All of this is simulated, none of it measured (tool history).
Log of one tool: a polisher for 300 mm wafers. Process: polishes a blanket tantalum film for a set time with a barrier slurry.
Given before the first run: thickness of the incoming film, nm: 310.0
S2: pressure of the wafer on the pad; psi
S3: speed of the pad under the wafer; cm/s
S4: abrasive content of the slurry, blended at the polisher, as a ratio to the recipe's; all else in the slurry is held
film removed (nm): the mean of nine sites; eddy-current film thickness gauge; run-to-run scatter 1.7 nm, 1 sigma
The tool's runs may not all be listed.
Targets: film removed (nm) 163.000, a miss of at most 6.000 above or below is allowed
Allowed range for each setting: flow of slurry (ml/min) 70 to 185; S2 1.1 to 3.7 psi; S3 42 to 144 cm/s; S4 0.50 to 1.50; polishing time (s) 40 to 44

{"run": 1, "hour": 0.0, "flow of slurry (ml/min)": 120, "S2": 2.4, "S3": 92, "S4": 1.0, "polishing time (s)": 44, "film removed (nm)": 91.578}
{"run": 2, "hour": 8.1, "flow of slurry (ml/min)": 120, "S2": 1.9, "S3": 92, "S4": 1.0, "polishing time (s)": 44, "film removed (nm)": 73.233}
{"run": 3, "hour": 9.0, "flow of slurry (ml/min)": 125, "S2": 2.3, "S3": 92, "S4": 1.0, "polishing time (s)": 44, "film removed (nm)": 88.902}
{"run": 4, "hour": 12.4, "flow of slurry (ml/min)": 125, "S2": 2.7, "S3": 92, "S4": 1.0, "polishing time (s)": 44, "film removed (nm)": 104.69}
{"run": 5, "hour": 19.5, "flow of slurry (ml/min)": 130, "S2": 2.9, "S3": 92, "S4": 1.0, "polishing time (s)": 44, "film removed (nm)": 112.23}
{"run": 6, "hour": 24.5, "flow of slurry (ml/min)": 130, "S2": 2.9, "S3": 92, "S4": 1.0, "polishing time (s)": 40, "film removed (nm)": 103.17}
{"run": 7, "hour": 25.6, "flow of slurry (ml/min)": 130, "S2": 3.1, "S3": 96, "S4": 1.0, "polishing time (s)": 40, "film removed (nm)": 111.51}
{"run": 8, "hour": 30.6, "flow of slurry (ml/min)": 135, "S2": 3.2, "S3": 100, "S4": 1.0, "polishing time (s)": 40, "film removed (nm)": 119.59}
{"run": 9, "hour": 37.3, "flow of slurry (ml/min)": 135, "S2": 3.3, "S3": 104, "S4": 1.0, "polishing time (s)": 40, "film removed (nm)": 126.63}
{"run": 10, "hour": 44.9, "flow of slurry (ml/min)": 135, "S2": 3.4, "S3": 108, "S4": 1.0, "polishing time (s)": 40, "film removed (nm)": 136.75}
{"run": 11, "hour": 53.2, "flow of slurry (ml/min)": 135, "S2": 3.5, "S3": 110, "S4": 1.0, "polishing time (s)": 40, "film removed (nm)": 142.79}
{"run": 12, "hour": 61.5, "flow of slurry (ml/min)": 135, "S2": 3.5, "S3": 112, "S4": 1.0, "polishing time (s)": 40, "film removed (nm)": 146.83}
{"run": 13, "hour": 62.7, "flow of slurry (ml/min)": 135, "S2": 3.5, "S3": 114, "S4": 1.0, "polishing time (s)": 40, "film removed (nm)": 148.09}

4 next moves are on the table. One of them brings every result within its allowed miss. Which?
{"run": "A", "hour": 63.9, "flow of slurry (ml/min)": 115, "S2": 3.5, "S3": 116, "S4": 1.1, "polishing time (s)": 43, "film removed (nm)": "?"}
{"run": "B", "hour": 63.9, "flow of slurry (ml/min)": 140, "S2": 3.5, "S3": 98, "S4": 1.15, "polishing time (s)": 44, "film removed (nm)": "?"}
{"run": "C", "hour": 63.9, "flow of slurry (ml/min)": 140, "S2": 3.5, "S3": 114, "S4": 1.0, "polishing time (s)": 41, "film removed (nm)": "?"}
{"run": "D", "hour": 63.9, "flow of slurry (ml/min)": 180, "S2": 3.5, "S3": 102, "S4": 0.9, "polishing time (s)": 40, "film removed (nm)": "?"}

move=A film_removed_(nm)=160.200
move=B film_removed_(nm)=146.090
move=C film_removed_(nm)=151.560
move=D film_removed_(nm)=135.340
A: all results in spec
B: its largest miss is bigger than the last run's
C: closer than the last run, but not yet in spec
D: its largest miss is bigger than the last run's
Move A is the one to make.
